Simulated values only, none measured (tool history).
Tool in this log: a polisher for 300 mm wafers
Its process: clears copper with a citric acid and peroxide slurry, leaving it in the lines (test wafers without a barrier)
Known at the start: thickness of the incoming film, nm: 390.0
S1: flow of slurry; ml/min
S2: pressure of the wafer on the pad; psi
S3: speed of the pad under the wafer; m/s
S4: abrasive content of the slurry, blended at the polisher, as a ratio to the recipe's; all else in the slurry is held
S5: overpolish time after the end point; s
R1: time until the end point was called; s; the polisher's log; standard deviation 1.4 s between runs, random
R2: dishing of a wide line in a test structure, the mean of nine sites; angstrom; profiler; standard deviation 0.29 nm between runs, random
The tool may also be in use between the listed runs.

Run 1, hour 0: S1 315 ml/min, S2 3.2 psi, S3 1.38 m/s, S4 1, S5 13 s. Result: R1 146.87 s, R2 239.9 angstrom.
Run 2, hour 4.2: S1 315 ml/min, S2 3.7 psi, S3 1.38 m/s, S4 1, S5 13 s. Result: R1 135.17 s, R2 249.64 angstrom.
Run 3, hour 6.6: S1 315 ml/min, S2 3.7 psi, S3 1.38 m/s, S4 1, S5 7 s. Result: R1 136.42 s, R2 150.51 angstrom.
Run 4, hour 8.7: S1 315 ml/min, S2 3.8 psi, S3 1.38 m/s, S4 1, S5 7 s. Result: R1 134.41 s, R2 157.9 angstrom.
Run 5, hour 11.5: S1 315 ml/min, S2 3.9 psi, S3 1.38 m/s, S4 1, S5 7 s. Result: R1 128.74 s, R2 157.37 angstrom.
Run 6, hour 13.3: S1 315 ml/min, S2 4 psi, S3 1.38 m/s, S4 1, S5 7 s. Result: R1 127.25 s, R2 161.81 angstrom.
Run 7, hour 15.1: S1 315 ml/min, S2 4.1 psi, S3 1.38 m/s, S4 1, S5 7 s. Result: R1 126.37 s, R2 162.82 angstrom.
Run 8, hour 23.2: S1 315 ml/min, S2 4.2 psi, S3 1.38 m/s, S4 1, S5 7 s. Result: R1 125.59 s, R2 166.06 angstrom.

Run 9, settings as shown, results not yet in. Your forecast:
Run 9, hour 28.7: S1 315 ml/min, S2 4.3 psi, S3 1.4 m/s, S4 1, S5 7 s. Result: R1 ?, R2 ?.

Run 9 yielded R1 118.33 s, R2 169.98 angstrom.

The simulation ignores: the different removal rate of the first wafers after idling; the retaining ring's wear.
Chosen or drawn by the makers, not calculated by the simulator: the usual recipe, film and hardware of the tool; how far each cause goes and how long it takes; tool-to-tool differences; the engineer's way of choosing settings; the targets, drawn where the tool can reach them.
